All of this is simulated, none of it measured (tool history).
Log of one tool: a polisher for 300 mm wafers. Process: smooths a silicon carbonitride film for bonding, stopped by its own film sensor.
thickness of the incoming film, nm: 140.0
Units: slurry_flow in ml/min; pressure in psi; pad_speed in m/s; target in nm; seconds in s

{"run": 1, "hour": 0.0, "slurry_flow": 235, "pressure": 1.8, "pad_speed": 0.78, "slurry_solids": 1, "target": 126, "seconds": 77.903}
{"run": 2, "hour": 6.4, "slurry_flow": 235, "pressure": 1.7, "pad_speed": 0.78, "slurry_solids": 1, "target": 126, "seconds": 83.207}
{"run": 3, "hour": 12.2, "slurry_flow": 235, "pressure": 1.7, "pad_speed": 0.78, "slurry_solids": 1.1, "target": 126, "seconds": 76.011}
{"run": 4, "hour": 14.1, "slurry_flow": 235, "pressure": 1.6, "pad_speed": 0.78, "slurry_solids": 1.1, "target": 126, "seconds": 79.817}
{"run": 5, "hour": 17.8, "slurry_flow": 200, "pressure": 1.6, "pad_speed": 0.78, "slurry_solids": 1.1, "target": 126, "seconds": 83.251}
{"run": 6, "hour": 20.3, "slurry_flow": 200, "pressure": 1.5, "pad_speed": 0.78, "slurry_solids": 1.1, "target": 126, "seconds": 87.085}
{"run": 7, "hour": 21.3, "slurry_flow": 200, "pressure": 1.4, "pad_speed": 0.78, "slurry_solids": 1.1, "target": 126, "seconds": 91.364}

The next listed run, before its measurement:
{"run": 8, "hour": 24.1, "slurry_flow": 200, "pressure": 1.4, "pad_speed": 0.78, "slurry_solids": 1.1, "target": 126, "seconds": "?"}

seconds: 87.74 s
